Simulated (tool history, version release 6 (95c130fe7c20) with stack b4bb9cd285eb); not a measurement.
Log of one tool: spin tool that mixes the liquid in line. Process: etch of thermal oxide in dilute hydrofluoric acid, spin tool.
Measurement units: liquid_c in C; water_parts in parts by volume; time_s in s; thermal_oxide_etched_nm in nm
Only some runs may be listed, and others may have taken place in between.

run	hour	liquid_c	water_parts	time_s	thermal_oxide_etched_nm
1	0	22	270	285	4.0974
2	4.9	21	280	285	3.7792
3	13.4	20.5	290	285	3.5064
4	19	19	290	285	3.4086
5	23.9	19	235	285	4.4944
6	31.5	19	280	285	3.52
7	35.6	18.5	290	285	3.2547
8	38	18	295	285	3.1837

Estimate the outcome of run 9 from the log above:
9	43.7	18	300	285	?

{"run 9": {"thermal_oxide_etched_nm": 3.0905}}
